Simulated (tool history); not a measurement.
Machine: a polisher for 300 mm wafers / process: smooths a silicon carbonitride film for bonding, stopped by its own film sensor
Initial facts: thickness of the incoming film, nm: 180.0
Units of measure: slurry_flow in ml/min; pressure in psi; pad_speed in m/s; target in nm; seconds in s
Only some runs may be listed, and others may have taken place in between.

run,hour,slurry_flow,pressure,pad_speed,slurry_solids,target,seconds
1,0,270,2.7,1.08,1,143,142.9
2,7.1,270,2.7,0.9,1,143,167.55
3,9.3,270,2.4,0.88,1,143,186.52
4,11.7,270,2.1,0.86,1,143,214.02
5,12.9,270,2.1,1.12,1,143,173.4
6,15.6,325,2.1,1.12,1,143,172.16
7,20,325,1.9,1.06,1,143,193.88
8,28.9,325,1.3,0.86,0.95,143,331.14

For run 9, what comes out?
9,35.7,325,1.7,0.88,0.95,143,?

Run 9 gave seconds 254.6 s.
